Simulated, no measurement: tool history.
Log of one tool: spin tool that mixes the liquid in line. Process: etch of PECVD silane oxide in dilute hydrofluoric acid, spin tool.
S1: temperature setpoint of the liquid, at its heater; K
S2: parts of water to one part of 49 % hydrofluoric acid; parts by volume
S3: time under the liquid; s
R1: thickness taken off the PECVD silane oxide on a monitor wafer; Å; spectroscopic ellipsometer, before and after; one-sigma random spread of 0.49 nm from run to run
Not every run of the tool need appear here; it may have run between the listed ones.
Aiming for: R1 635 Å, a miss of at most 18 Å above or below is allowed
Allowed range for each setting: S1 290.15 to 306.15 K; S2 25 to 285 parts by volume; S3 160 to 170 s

run  hour      S1   S2   S3      R1
  1     0  298.15  155  160  231.38
  2   4.5  300.65  125  160  321.45
  3    13  303.65  125  160  365.85
  4  20.3  301.65  125  160  342.04
  5  23.9  301.65  165  160  241.41
  6  27.2  303.15  135  160  327.84
  7  29.6  304.15  115  160   407.5
  8  33.5  304.65  100  160  484.67
  9  36.4  306.15   70  160  773.13
 10  37.1  305.15   70  160   742.6
     39.9  -- thermometer replaced
 11  39.9  301.15   70  160  665.11
 12  43.3  300.65   70  160  656.21

Pick the move, out of 4, that brings all results within their allowed miss; only one does.
  A  46.7  299.65  70  170   ?
  B  46.7  300.15  70  165   ?
  C  46.7  301.15  70  165   ?
  D  46.7  300.15  75  170   ?

move      R1
   A  680.62
   B   673.8
   C  700.84
   D  643.49
A: misses by more than the last run did
B: misses by more than the last run did
C: misses by more than the last run did
D: meets every target
The move that meets every target is D.
